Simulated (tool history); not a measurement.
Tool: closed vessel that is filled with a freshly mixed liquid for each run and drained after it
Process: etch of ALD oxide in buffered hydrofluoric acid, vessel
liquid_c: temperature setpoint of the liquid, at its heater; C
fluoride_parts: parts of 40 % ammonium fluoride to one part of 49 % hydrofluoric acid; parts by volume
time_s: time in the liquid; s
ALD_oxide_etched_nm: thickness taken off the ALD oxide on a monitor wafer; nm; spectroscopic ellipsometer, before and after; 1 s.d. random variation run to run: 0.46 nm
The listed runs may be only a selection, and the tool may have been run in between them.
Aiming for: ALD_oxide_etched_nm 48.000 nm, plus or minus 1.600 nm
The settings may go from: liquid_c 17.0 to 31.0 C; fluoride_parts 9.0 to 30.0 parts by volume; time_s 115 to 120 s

run	hour	liquid_c	fluoride_parts	time_s	ALD_oxide_etched_nm
1	0.0	23.0	24.0	115	68.954
2	5.3	26.0	24.0	115	80.001
3	9.9	26.0	24.0	120	83.628
4	18.8	26.0	29.0	120	73.311
5	22.0	26.0	30.0	120	72.156
6	29.7	26.0	30.0	120	71.653
7	33.3	24.0	30.0	120	64.954
8	37.0	22.5	30.0	120	59.425
9	44.9	21.5	30.0	120	56.022
10	52.2	21.0	30.0	120	54.360
11	59.4	20.5	30.0	120	51.919

5 next moves are on the table. One of them brings every result within its allowed miss. Which?
A	66.6	20.0	29.5	120	?
B	66.6	20.0	27.5	115	?
C	66.6	20.0	29.0	120	?
D	66.6	21.0	29.5	115	?
E	66.6	18.5	30.0	120	?

move	ALD_oxide_etched_nm
A	53.092
B	53.411
C	53.723
D	53.821
E	48.203
A: the biggest miss grows against the last run
B: the biggest miss grows against the last run
C: the biggest miss grows against the last run
D: the biggest miss grows against the last run
E: every result lands within tolerance
Correct choice: E, which meets every target

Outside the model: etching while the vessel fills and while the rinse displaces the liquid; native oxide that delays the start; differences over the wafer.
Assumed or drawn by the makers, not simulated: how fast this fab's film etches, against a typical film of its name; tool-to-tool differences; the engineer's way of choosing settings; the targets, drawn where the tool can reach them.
